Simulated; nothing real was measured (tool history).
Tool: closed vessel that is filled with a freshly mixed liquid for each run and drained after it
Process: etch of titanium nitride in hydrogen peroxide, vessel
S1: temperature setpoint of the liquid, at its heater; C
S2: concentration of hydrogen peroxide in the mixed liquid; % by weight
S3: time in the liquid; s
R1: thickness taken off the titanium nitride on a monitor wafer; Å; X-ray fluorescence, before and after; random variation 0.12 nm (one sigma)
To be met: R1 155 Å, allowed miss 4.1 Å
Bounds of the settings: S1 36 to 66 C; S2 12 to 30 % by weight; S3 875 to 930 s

run	hour	S1	S2	S3	R1
1	0	52	23	875	304.83
2	6.6	52	23	875	310.37
3	11.7	52	23	875	310.26
4	13.5	52	23	875	310.13
5	15.2	52	23	930	328.08
6	18.3	52	28	930	341.3
7	18.8	44	27.5	930	191.17
8	20.3	43	27.5	930	175.3
9	27.7	43	27.5	930	173.78
10	36.7	42.5	27.5	930	171.17
11	40.1	42	27.5	930	162.69

4 next moves are on the table. One of them brings every result within its allowed miss. Which?
A	43.5	42.5	25.5	875	?
B	43.5	43	29	920	?
C	43.5	42	30	930	?
D	43.5	43	28	885	?

move	R1
A	156.72
B	176.04
C	166.22
D	168.03
A: meets every target
B: further off than the last run
C: further off than the last run
D: further off than the last run
Move A is the one to make.
